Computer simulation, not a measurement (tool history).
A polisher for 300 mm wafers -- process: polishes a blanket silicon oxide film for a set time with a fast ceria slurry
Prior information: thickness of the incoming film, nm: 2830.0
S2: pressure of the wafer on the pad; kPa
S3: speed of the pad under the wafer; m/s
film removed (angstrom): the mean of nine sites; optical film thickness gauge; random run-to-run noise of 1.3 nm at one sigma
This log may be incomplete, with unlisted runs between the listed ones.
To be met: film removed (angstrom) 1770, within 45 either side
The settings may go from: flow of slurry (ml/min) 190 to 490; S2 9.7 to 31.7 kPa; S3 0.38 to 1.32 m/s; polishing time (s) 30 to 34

{"run": 1, "day": 0.0, "flow of slurry (ml/min)": 315, "S2": 20.7, "S3": 0.84, "polishing time (s)": 34, "film removed (angstrom)": 4263.5}
{"run": 2, "day": 0.317, "flow of slurry (ml/min)": 315, "S2": 20.7, "S3": 0.92, "polishing time (s)": 34, "film removed (angstrom)": 4621.6}
{"run": 3, "day": 0.633, "flow of slurry (ml/min)": 315, "S2": 17.9, "S3": 0.84, "polishing time (s)": 34, "film removed (angstrom)": 3844}
{"run": 4, "day": 0.954, "flow of slurry (ml/min)": 315, "S2": 15.9, "S3": 0.74, "polishing time (s)": 34, "film removed (angstrom)": 3124.6}
{"run": 5, "day": 1.15, "flow of slurry (ml/min)": 315, "S2": 14.5, "S3": 0.68, "polishing time (s)": 34, "film removed (angstrom)": 2708.7}
{"run": 6, "day": 1.488, "flow of slurry (ml/min)": 315, "S2": 17.2, "S3": 0.68, "polishing time (s)": 34, "film removed (angstrom)": 3080.2}
{"run": 7, "day": 1.571, "flow of slurry (ml/min)": 315, "S2": 15.9, "S3": 0.64, "polishing time (s)": 34, "film removed (angstrom)": 2717.9}
{"run": 8, "day": 1.725, "flow of slurry (ml/min)": 315, "S2": 14.5, "S3": 0.62, "polishing time (s)": 34, "film removed (angstrom)": 2453.2}
{"run": 9, "day": 1.75, "flow of slurry (ml/min)": 315, "S2": 13.1, "S3": 0.6, "polishing time (s)": 34, "film removed (angstrom)": 2262.2}
{"run": 10, "day": 1.996, "flow of slurry (ml/min)": 315, "S2": 12.4, "S3": 0.58, "polishing time (s)": 34, "film removed (angstrom)": 2103.6}
{"run": 11, "day": 2.142, "flow of slurry (ml/min)": 315, "S2": 11.7, "S3": 0.58, "polishing time (s)": 34, "film removed (angstrom)": 2035.4}
{"run": 12, "day": 2.425, "flow of slurry (ml/min)": 315, "S2": 11, "S3": 0.58, "polishing time (s)": 34, "film removed (angstrom)": 1939}
{"day": 2.662, "done": "head pressure recalibrated"}
{"run": 13, "day": 2.662, "flow of slurry (ml/min)": 310, "S2": 9.7, "S3": 0.56, "polishing time (s)": 34, "film removed (angstrom)": 1593.5}
{"run": 14, "day": 2.904, "flow of slurry (ml/min)": 325, "S2": 9.7, "S3": 0.56, "polishing time (s)": 34, "film removed (angstrom)": 1593.2}
{"run": 15, "day": 3.158, "flow of slurry (ml/min)": 310, "S2": 9.7, "S3": 0.56, "polishing time (s)": 34, "film removed (angstrom)": 1591.3}
{"run": 16, "day": 3.3, "flow of slurry (ml/min)": 310, "S2": 12.4, "S3": 0.56, "polishing time (s)": 34, "film removed (angstrom)": 1874.1}
{"run": 17, "day": 3.671, "flow of slurry (ml/min)": 305, "S2": 12.4, "S3": 0.56, "polishing time (s)": 34, "film removed (angstrom)": 1889.9}
{"run": 18, "day": 3.971, "flow of slurry (ml/min)": 305, "S2": 12.4, "S3": 0.56, "polishing time (s)": 34, "film removed (angstrom)": 1860.8}
{"run": 19, "day": 4.317, "flow of slurry (ml/min)": 300, "S2": 12.4, "S3": 0.56, "polishing time (s)": 34, "film removed (angstrom)": 1866.4}
{"run": 20, "day": 4.612, "flow of slurry (ml/min)": 295, "S2": 12.4, "S3": 0.56, "polishing time (s)": 34, "film removed (angstrom)": 1849.2}

5 candidate next runs follow, results not yet known. Just one meets every target within its allowed miss. Identify it.
{"run": "A", "day": 4.908, "flow of slurry (ml/min)": 320, "S2": 12.4, "S3": 0.58, "polishing time (s)": 34, "film removed (angstrom)": "?"}
{"run": "B", "day": 4.908, "flow of slurry (ml/min)": 195, "S2": 11.7, "S3": 0.62, "polishing time (s)": 31, "film removed (angstrom)": "?"}
{"run": "C", "day": 4.908, "flow of slurry (ml/min)": 255, "S2": 9.7, "S3": 0.78, "polishing time (s)": 31, "film removed (angstrom)": "?"}
{"run": "D", "day": 4.908, "flow of slurry (ml/min)": 340, "S2": 13.8, "S3": 0.52, "polishing time (s)": 34, "film removed (angstrom)": "?"}
{"run": "E", "day": 4.908, "flow of slurry (ml/min)": 245, "S2": 10.3, "S3": 0.74, "polishing time (s)": 31, "film removed (angstrom)": "?"}

move=A film_removed_(angstrom)=1936.9
move=B film_removed_(angstrom)=1762.6
move=C film_removed_(angstrom)=1987.8
move=D film_removed_(angstrom)=1875.8
move=E film_removed_(angstrom)=1962.9
A: misses by more than the last run did
B: every result lands within tolerance
C: misses by more than the last run did
D: misses by more than the last run did
E: misses by more than the last run did
B is the move that brings every result within its allowed miss.
